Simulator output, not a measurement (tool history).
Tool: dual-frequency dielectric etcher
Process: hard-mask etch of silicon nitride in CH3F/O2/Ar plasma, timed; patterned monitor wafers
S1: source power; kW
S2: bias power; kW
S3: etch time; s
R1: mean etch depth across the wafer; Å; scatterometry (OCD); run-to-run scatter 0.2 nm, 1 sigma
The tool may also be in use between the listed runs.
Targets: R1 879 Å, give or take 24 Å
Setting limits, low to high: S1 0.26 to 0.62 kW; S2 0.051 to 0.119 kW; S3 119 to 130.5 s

{"run": 1, "day": 0.0, "S1": 0.44, "S2": 0.085, "S3": 130.5, "R1": 986.17}
{"run": 2, "day": 0.1, "S1": 0.42, "S2": 0.083, "S3": 130, "R1": 957.32}
{"run": 3, "day": 0.412, "S1": 0.42, "S2": 0.092, "S3": 130, "R1": 1001.1}
{"run": 4, "day": 0.633, "S1": 0.45, "S2": 0.092, "S3": 130, "R1": 1026.6}
{"run": 5, "day": 0.654, "S1": 0.45, "S2": 0.106, "S3": 130, "R1": 1088.7}
{"run": 6, "day": 0.862, "S1": 0.42, "S2": 0.101, "S3": 128.5, "R1": 1025.9}
{"run": 7, "day": 1.075, "S1": 0.39, "S2": 0.099, "S3": 128, "R1": 989.31}
{"run": 8, "day": 1.375, "S1": 0.37, "S2": 0.097, "S3": 127.5, "R1": 959.28}
{"run": 9, "day": 1.717, "S1": 0.35, "S2": 0.096, "S3": 127.5, "R1": 937.21}
{"run": 10, "day": 2.033, "S1": 0.29, "S2": 0.092, "S3": 126.5, "R1": 852.76}

Below are 4 possible settings for the next run. Only one of them brings all results inside the allowed miss of their targets. Which is it?
{"run": "A", "day": 2.35, "S1": 0.27, "S2": 0.089, "S3": 125.5, "R1": "?"}
{"run": "B", "day": 2.35, "S1": 0.27, "S2": 0.103, "S3": 119, "R1": "?"}
{"run": "C", "day": 2.35, "S1": 0.28, "S2": 0.098, "S3": 119, "R1": "?"}
{"run": "D", "day": 2.35, "S1": 0.28, "S2": 0.102, "S3": 127, "R1": "?"}

move=A R1=811.19
move=B R1=819.24
move=C R1=812.13
move=D R1=881.82
A: its largest miss is bigger than the last run's
B: its largest miss is bigger than the last run's
C: its largest miss is bigger than the last run's
D: each result inside its tolerance
Move D is the one to make.
